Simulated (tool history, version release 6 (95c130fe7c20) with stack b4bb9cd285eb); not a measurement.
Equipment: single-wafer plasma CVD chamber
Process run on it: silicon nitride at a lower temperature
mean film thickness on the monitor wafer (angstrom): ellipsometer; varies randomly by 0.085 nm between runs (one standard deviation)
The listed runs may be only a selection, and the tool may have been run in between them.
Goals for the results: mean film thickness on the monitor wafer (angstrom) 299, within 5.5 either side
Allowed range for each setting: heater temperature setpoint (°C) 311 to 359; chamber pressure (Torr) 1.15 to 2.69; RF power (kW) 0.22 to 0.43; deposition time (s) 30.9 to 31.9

run	hour	heater temperature setpoint (°C)	chamber pressure (Torr)	RF power (kW)	deposition time (s)	mean film thickness on the monitor wafer (angstrom)
1	0	335	1.92	0.325	30.9	345.33
2	7.7	326	1.92	0.325	30.9	345.68
3	15.3	326	1.92	0.325	30.9	346.7
4	19.2	326	1.92	0.36	30.9	369.8
5	23.2	326	1.76	0.345	30.9	350.57
6	28.2	326	2.09	0.345	30.9	368.8
7	36.9	326	1.9	0.33	30.9	348.73
8	45.8	326	1.75	0.32	30.9	330.5

4 next moves are on the table. One of them brings every result within its allowed miss. Which?
A	54.7	332	1.41	0.295	30.9	?
B	54.7	321	1.55	0.28	30.9	?
C	54.7	311	1.78	0.255	30.9	?
D	54.7	335	1.98	0.265	30.9	?

move	mean film thickness on the monitor wafer (angstrom)
A	287.95
B	288.91
C	284.4
D	301.35
A: takes the result that was furthest off past its target
B: takes the result that was furthest off past its target
C: takes the result that was furthest off past its target
D: every result within its allowed miss
Move D is the one to make.
